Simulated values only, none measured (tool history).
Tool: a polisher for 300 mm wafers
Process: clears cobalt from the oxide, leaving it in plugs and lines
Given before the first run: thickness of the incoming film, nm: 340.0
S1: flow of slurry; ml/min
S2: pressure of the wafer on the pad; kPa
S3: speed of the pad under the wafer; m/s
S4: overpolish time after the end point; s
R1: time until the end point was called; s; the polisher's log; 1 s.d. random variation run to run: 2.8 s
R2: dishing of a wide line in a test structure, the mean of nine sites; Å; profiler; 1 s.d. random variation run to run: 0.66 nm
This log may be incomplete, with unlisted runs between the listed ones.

Run 1, hour 0: S1 170 ml/min, S2 14.5 kPa, S3 0.92 m/s, S4 17 s. Result: R1 75.581 s, R2 546.2 Å.
Run 2, hour 1.3: S1 170 ml/min, S2 14.5 kPa, S3 0.7 m/s, S4 17 s. Result: R1 97.658 s, R2 451.96 Å.
Run 3, hour 6.4: S1 170 ml/min, S2 14.5 kPa, S3 0.58 m/s, S4 17 s. Result: R1 116.7 s, R2 394.02 Å.
Run 4, hour 8: S1 170 ml/min, S2 13.8 kPa, S3 0.58 m/s, S4 17 s. Result: R1 121.67 s, R2 379.44 Å.
Run 5, hour 10.3: S1 170 ml/min, S2 13.1 kPa, S3 0.58 m/s, S4 18 s. Result: R1 127.98 s, R2 380.2 Å.
Run 6, hour 15.6: S1 170 ml/min, S2 12.4 kPa, S3 0.58 m/s, S4 18 s. Result: R1 131.52 s, R2 385.68 Å.
Run 7, hour 20.2: S1 170 ml/min, S2 11.7 kPa, S3 0.58 m/s, S4 18 s. Result: R1 140.17 s, R2 363.8 Å.
Run 8, hour 26: S1 170 ml/min, S2 11 kPa, S3 0.58 m/s, S4 18 s. Result: R1 146.16 s, R2 351.33 Å.
Run 9, hour 28.6: S1 170 ml/min, S2 11 kPa, S3 0.58 m/s, S4 18 s. Result: R1 145.29 s, R2 334.27 Å.
Run 10, hour 35.3: S1 170 ml/min, S2 11 kPa, S3 0.58 m/s, S4 19 s. Result: R1 149.82 s, R2 376.74 Å.

What does the tool deliver on the next run?
Run 11, hour 36.4: S1 170 ml/min, S2 9 kPa, S3 0.58 m/s, S4 19 s. Result: R1 ?, R2 ?.

{"run 11": {"R1": 169.9, "R2": 318.62}}

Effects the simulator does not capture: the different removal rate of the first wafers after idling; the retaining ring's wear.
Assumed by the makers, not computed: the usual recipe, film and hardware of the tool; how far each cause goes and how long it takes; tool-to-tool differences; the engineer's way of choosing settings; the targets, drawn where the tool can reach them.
